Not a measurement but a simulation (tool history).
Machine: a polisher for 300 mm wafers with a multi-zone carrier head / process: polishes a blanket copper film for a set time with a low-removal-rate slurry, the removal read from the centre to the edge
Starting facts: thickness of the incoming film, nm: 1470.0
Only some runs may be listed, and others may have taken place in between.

run  hour  flow of slurry (ml/min)  pressure of the head's centre zone  pressure of the head's middle zone  pressure of the head's edge zone  abrasive content of the slurry  polishing time (s)  film removed at the wafer's centre (angstrom)  film removed at mid-radius (angstrom)  film removed at the wafer's edge (angstrom)
  1     0                      175                                   1                                   1                                 1                               1                  43                                           1440                                 1405.3                                       1482.5
  2   6.3                      175                                   1                                   1                                 1                               1                  47                                         1572.7                                 1561.9                                       1648.3
  3   8.8                      165                                0.96                                0.96                              0.99                             0.9                  44                                         1367.6                                 1369.7                                       1498.8
  4  10.7                      160                                0.94                                0.93                              0.98                             0.8                  41                                         1231.1                                 1218.8                                       1336.5
  5  15.9                      125                                0.94                                0.93                              0.98                             0.8                  41                                         1148.8                                   1171                                       1275.3
  6  22.9                      125                                0.94                                0.93                              0.98                             0.7                  41                                         1117.3                                 1137.8                                       1248.7
  7  29.5                      120                                0.92                                0.91                              0.99                            0.65                  39                                         1042.3                                 1045.5                                       1222.4
  8  36.5                      120                                0.85                                0.86                              0.89                             0.5                  32                                         766.56                                 792.99                                       876.56
     44.5  -- edge zone pressure recalibrated
  9  44.5                      130                                0.85                                0.86                              0.92                             0.5                  32                                          783.8                                 798.21                                       879.23

Run 10, settings as shown, results not yet in. Your forecast:
 10  51.8                      125                                0.86                                0.87                              0.96                            0.55                  32                                              ?                                      ?                                            ?

{"run 10": {"film removed at the wafer's centre (angstrom)": 763.88, "film removed at mid-radius (angstrom)": 813.53, "film removed at the wafer's edge (angstrom)": 909.69}}
